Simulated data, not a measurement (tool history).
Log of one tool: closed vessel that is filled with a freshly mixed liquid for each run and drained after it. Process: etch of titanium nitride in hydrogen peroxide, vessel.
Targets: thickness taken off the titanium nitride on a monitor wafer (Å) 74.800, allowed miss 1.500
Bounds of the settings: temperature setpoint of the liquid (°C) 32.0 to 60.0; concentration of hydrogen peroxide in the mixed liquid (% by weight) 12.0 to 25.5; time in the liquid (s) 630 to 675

run,hour,temperature setpoint of the liquid (°C),concentration of hydrogen peroxide in the mixed liquid (% by weight),time in the liquid (s),thickness taken off the titanium nitride on a monitor wafer (Å)
1,0.0,44.0,17.5,630,94.365
2,1.2,43.5,17.5,630,91.989
3,7.9,43.5,17.5,675,98.050
4,9.6,43.5,19.0,675,100.220
5,16.7,42.5,19.0,675,93.447
6,25.2,42.5,16.5,675,90.113
7,29.6,42.0,16.5,675,87.069
8,36.4,42.0,16.5,675,85.819
9,40.3,41.5,16.5,675,83.383
10,43.4,41.0,16.5,675,80.173
11,44.5,40.5,16.5,675,77.617

Which of these 4 next moves meets every target?
A,45.6,40.5,16.5,655,?
B,45.6,41.0,23.0,630,?
C,45.6,41.0,15.0,675,?
D,45.6,40.5,24.0,630,?

move,thickness taken off the titanium nitride on a monitor wafer (Å)
A,75.559
B,81.072
C,79.293
D,78.752
A: meets every target
B: further off than the last run
C: further off than the last run
D: further off than the last run
Answer: A
